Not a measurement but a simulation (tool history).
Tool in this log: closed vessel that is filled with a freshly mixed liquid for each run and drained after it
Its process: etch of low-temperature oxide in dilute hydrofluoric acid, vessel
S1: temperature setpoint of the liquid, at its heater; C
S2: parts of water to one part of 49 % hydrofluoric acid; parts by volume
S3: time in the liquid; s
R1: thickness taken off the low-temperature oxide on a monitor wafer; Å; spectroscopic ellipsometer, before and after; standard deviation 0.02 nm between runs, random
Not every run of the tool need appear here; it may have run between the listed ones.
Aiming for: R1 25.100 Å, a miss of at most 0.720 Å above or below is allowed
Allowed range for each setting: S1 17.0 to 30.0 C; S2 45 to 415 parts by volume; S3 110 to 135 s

run 1 hour=0.0 | S1=22.0 S2=230 S3=135 | R1=53.479
run 2 hour=1.0 | S1=22.0 S2=270 S3=135 | R1=44.081
run 3 hour=2.3 | S1=22.0 S2=300 S3=135 | R1=37.866
run 4 hour=9.0 | S1=22.0 S2=300 S3=135 | R1=39.297
run 5 hour=16.9 | S1=21.0 S2=315 S3=135 | R1=35.274
run 6 hour=25.5 | S1=21.0 S2=280 S3=135 | R1=40.758
run 7 hour=28.0 | S1=20.0 S2=295 S3=135 | R1=36.314
run 8 hour=30.1 | S1=19.5 S2=305 S3=135 | R1=34.126
run 9 hour=38.1 | S1=19.0 S2=315 S3=135 | R1=32.318
run 10 hour=43.0 | S1=18.5 S2=325 S3=135 | R1=31.032
run 11 hour=44.5 | S1=18.0 S2=335 S3=135 | R1=28.821

Below are 5 possible settings for the next run. Only one of them brings all results inside the allowed miss of their targets. Which is it?
run A hour=46.0 | S1=17.0 S2=315 S3=120 | R1=?
run B hour=46.0 | S1=17.5 S2=315 S3=110 | R1=?
run C hour=46.0 | S1=17.0 S2=350 S3=120 | R1=?
run D hour=46.0 | S1=21.5 S2=305 S3=125 | R1=?
run E hour=46.0 | S1=23.0 S2=370 S3=135 | R1=?

move=A R1=26.714
move=B R1=24.951
move=C R1=23.367
move=D R1=34.191
move=E R1=30.231
A: nearer than the last run, and not there yet
B: all results in spec
C: takes the result that was furthest off past its target
D: further off than the last run
E: further off than the last run
B is the move that brings every result within its allowed miss.

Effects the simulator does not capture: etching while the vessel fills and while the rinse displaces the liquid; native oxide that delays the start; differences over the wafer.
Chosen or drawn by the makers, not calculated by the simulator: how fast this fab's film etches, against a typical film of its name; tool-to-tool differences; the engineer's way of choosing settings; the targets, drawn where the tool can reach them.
